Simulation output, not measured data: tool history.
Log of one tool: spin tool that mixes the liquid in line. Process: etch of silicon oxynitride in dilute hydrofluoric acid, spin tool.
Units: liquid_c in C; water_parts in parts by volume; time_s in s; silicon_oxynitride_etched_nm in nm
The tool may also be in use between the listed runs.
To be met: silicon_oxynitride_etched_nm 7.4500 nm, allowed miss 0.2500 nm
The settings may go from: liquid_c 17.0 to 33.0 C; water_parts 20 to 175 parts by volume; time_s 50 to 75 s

run	hour	liquid_c	water_parts	time_s	silicon_oxynitride_etched_nm
1	0.0	25.0	95	75	3.1678
2	8.8	21.5	95	75	2.7025
3	17.7	23.5	95	75	2.9086
4	23.8	24.5	90	75	3.2458
5	25.0	24.5	115	75	2.4496
6	28.1	26.5	115	75	2.7379
7	36.3	27.5	105	75	3.1851
8	45.2	28.0	100	75	3.4202
9	53.6	32.0	60	75	7.0809

5 next moves are on the table. One of them brings every result within its allowed miss. Which?
A	62.0	33.0	65	75	?
B	62.0	30.0	50	70	?
C	62.0	33.0	70	75	?
D	62.0	32.0	60	70	?
E	62.0	26.0	45	70	?

move	silicon_oxynitride_etched_nm
A	6.8115
B	7.3242
C	6.2886
D	6.6204
E	6.7646
A: further off than the last run
B: meets every target
C: further off than the last run
D: further off than the last run
E: further off than the last run
Answer: B
